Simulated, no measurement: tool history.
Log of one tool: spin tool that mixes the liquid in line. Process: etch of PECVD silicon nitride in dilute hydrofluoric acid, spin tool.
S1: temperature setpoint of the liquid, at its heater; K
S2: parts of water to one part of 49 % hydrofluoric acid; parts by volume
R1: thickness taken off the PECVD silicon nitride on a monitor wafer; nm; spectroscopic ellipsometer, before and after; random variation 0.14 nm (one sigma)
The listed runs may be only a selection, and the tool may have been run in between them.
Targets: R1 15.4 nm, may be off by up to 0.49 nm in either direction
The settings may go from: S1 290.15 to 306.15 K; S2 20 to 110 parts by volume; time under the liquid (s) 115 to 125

Run 1, hour 0: S1 298.15 K, S2 60 parts by volume, time under the liquid (s) 115. Result: R1 6.8413 nm.
Run 2, hour 6.2: S1 300.15 K, S2 55 parts by volume, time under the liquid (s) 115. Result: R1 8.4958 nm.
Run 3, hour 8.7: S1 301.65 K, S2 50 parts by volume, time under the liquid (s) 115. Result: R1 10.153 nm.
Run 4, hour 15.8: S1 301.65 K, S2 70 parts by volume, time under the liquid (s) 115. Result: R1 7.3119 nm.
Run 5, hour 20.9: S1 302.65 K, S2 65 parts by volume, time under the liquid (s) 115. Result: R1 8.4492 nm.
Run 6, hour 26.5: S1 302.65 K, S2 65 parts by volume, time under the liquid (s) 125. Result: R1 9.2647 nm.
Run 7, hour 31.5: S1 302.65 K, S2 65 parts by volume, time under the liquid (s) 125. Result: R1 9.3896 nm.
Run 8, hour 36.3: S1 303.65 K, S2 60 parts by volume, time under the liquid (s) 125. Result: R1 10.795 nm.
Run 9, hour 44.2: S1 304.15 K, S2 55 parts by volume, time under the liquid (s) 125. Result: R1 12.251 nm.
Run 10, hour 46.6: S1 304.65 K, S2 55 parts by volume, time under the liquid (s) 125. Result: R1 12.516 nm.
Run 11, hour 52: S1 304.65 K, S2 55 parts by volume, time under the liquid (s) 125. Result: R1 12.095 nm.
Run 12, hour 55.4: S1 305.15 K, S2 50 parts by volume, time under the liquid (s) 125. Result: R1 13.945 nm.
Run 13, hour 56.7: S1 305.65 K, S2 50 parts by volume, time under the liquid (s) 125. Result: R1 14.44 nm.

Pick the move, out of 5, that brings all results within their allowed miss; only one does.
Run A, hour 58: S1 306.15 K, S2 45 parts by volume, time under the liquid (s) 115. Result: R1 ?.
Run B, hour 58: S1 305.65 K, S2 50 parts by volume, time under the liquid (s) 115. Result: R1 ?.
Run C, hour 58: S1 305.15 K, S2 55 parts by volume, time under the liquid (s) 125. Result: R1 ?.
Run D, hour 58: S1 306.15 K, S2 50 parts by volume, time under the liquid (s) 120. Result: R1 ?.
Run E, hour 58: S1 306.15 K, S2 50 parts by volume, time under the liquid (s) 115. Result: R1 ?.

move      R1
   A  15.347
   B  13.398
   C  12.835
   D  14.431
   E  13.829
A: meets every target
B: its largest miss is bigger than the last run's
C: its largest miss is bigger than the last run's
D: roughly where the last run was
E: its largest miss is bigger than the last run's
A meets every target.
